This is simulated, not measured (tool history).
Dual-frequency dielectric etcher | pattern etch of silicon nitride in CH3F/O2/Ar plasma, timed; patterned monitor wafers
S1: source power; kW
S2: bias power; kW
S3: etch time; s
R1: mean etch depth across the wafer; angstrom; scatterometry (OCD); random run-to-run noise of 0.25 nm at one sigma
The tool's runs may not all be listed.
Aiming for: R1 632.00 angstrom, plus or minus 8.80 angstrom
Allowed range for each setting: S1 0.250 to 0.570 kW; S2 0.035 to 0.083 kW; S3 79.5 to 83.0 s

{"run": 1, "hour": 0.0, "S1": 0.41, "S2": 0.059, "S3": 79.5, "R1": 533.83}
{"run": 2, "hour": 1.9, "S1": 0.38, "S2": 0.059, "S3": 79.5, "R1": 512.53}
{"run": 3, "hour": 3.7, "S1": 0.38, "S2": 0.069, "S3": 79.5, "R1": 553.73}
{"run": 4, "hour": 12.4, "S1": 0.39, "S2": 0.069, "S3": 79.5, "R1": 556.22}
{"run": 5, "hour": 17.1, "S1": 0.4, "S2": 0.069, "S3": 79.5, "R1": 563.82}
{"run": 6, "hour": 19.1, "S1": 0.41, "S2": 0.069, "S3": 79.5, "R1": 568.45}
{"run": 7, "hour": 20.5, "S1": 0.42, "S2": 0.069, "S3": 79.5, "R1": 577.2}
{"run": 8, "hour": 27.9, "S1": 0.43, "S2": 0.069, "S3": 79.5, "R1": 583.78}
{"run": 9, "hour": 28.6, "S1": 0.44, "S2": 0.069, "S3": 79.5, "R1": 587.56}

Which of these 4 next moves meets every target?
{"run": "A", "hour": 29.3, "S1": 0.44, "S2": 0.074, "S3": 83.0, "R1": "?"}
{"run": "B", "hour": 29.3, "S1": 0.43, "S2": 0.072, "S3": 82.5, "R1": "?"}
{"run": "C", "hour": 29.3, "S1": 0.46, "S2": 0.066, "S3": 83.0, "R1": "?"}
{"run": "D", "hour": 29.3, "S1": 0.47, "S2": 0.069, "S3": 81.0, "R1": "?"}

move=A R1=629.75
move=B R1=613.16
move=C R1=611.28
move=D R1=612.91
A: every result lands within tolerance
B: gains on the last run, yet a result remains outside its allowed miss
C: gains on the last run, yet a result remains outside its allowed miss
D: gains on the last run, yet a result remains outside its allowed miss
The move that meets every target is A.

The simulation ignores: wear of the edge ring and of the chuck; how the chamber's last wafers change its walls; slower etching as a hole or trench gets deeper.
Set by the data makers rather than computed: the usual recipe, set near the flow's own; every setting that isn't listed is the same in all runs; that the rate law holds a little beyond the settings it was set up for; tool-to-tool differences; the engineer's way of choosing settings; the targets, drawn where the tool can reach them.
